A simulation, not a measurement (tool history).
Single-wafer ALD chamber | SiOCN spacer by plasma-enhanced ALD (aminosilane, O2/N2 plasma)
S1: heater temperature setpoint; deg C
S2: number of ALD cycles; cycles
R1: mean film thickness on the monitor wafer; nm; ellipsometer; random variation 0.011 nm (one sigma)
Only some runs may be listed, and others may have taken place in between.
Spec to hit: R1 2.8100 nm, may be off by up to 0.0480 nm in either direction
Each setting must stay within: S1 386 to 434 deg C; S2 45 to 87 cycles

run,hour,S1,S2,R1
1,0.0,410,66,3.7662
2,2.2,410,61,3.4669
3,7.5,414,58,3.2694
4,8.7,414,62,3.4878
5,15.6,417,59,3.2631
6,16.6,407,59,3.4376
7,19.1,413,57,3.2311
8,19.9,418,56,3.0998
9,27.4,422,55,3.0210

4 candidate next runs follow, results not yet known. Just one meets every target within its allowed miss. Identify it.
A,34.9,419,53,?
B,34.9,418,51,?
C,34.9,426,54,?
D,34.9,428,59,?

move,R1
A,2.9279
B,2.8277
C,2.9072
D,3.1526
A: nearer than the last run, and not there yet
B: every result within its allowed miss
C: nearer than the last run, and not there yet
D: lands further from the targets than the last run did
B meets every target.

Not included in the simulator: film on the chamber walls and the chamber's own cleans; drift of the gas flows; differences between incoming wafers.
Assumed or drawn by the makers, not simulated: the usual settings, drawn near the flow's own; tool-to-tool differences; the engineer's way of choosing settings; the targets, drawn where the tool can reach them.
